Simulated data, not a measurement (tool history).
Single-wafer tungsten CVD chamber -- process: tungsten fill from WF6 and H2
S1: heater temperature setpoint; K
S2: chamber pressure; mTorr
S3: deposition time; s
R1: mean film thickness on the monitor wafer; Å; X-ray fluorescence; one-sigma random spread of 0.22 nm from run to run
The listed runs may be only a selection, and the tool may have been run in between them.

{"run": 1, "hour": 0.0, "S1": 648.15, "S2": 54000, "S3": 25.0, "R1": 568.31}
{"run": 2, "hour": 0.7, "S1": 648.15, "S2": 60100, "S3": 25.0, "R1": 604.45}
{"run": 3, "hour": 7.2, "S1": 653.15, "S2": 60100, "S3": 25.0, "R1": 660.18}
{"run": 4, "hour": 9.0, "S1": 649.15, "S2": 60000, "S3": 25.0, "R1": 616.08}
{"run": 5, "hour": 15.2, "S1": 653.15, "S2": 60000, "S3": 25.0, "R1": 664.91}
{"run": 6, "hour": 21.2, "S1": 653.15, "S2": 69500, "S3": 25.0, "R1": 726.68}

Predict the results of run 7:
{"run": 7, "hour": 29.6, "S1": 649.15, "S2": 69400, "S3": 25.0, "R1": "?"}

Run 7 came out at R1 673.88 Å.

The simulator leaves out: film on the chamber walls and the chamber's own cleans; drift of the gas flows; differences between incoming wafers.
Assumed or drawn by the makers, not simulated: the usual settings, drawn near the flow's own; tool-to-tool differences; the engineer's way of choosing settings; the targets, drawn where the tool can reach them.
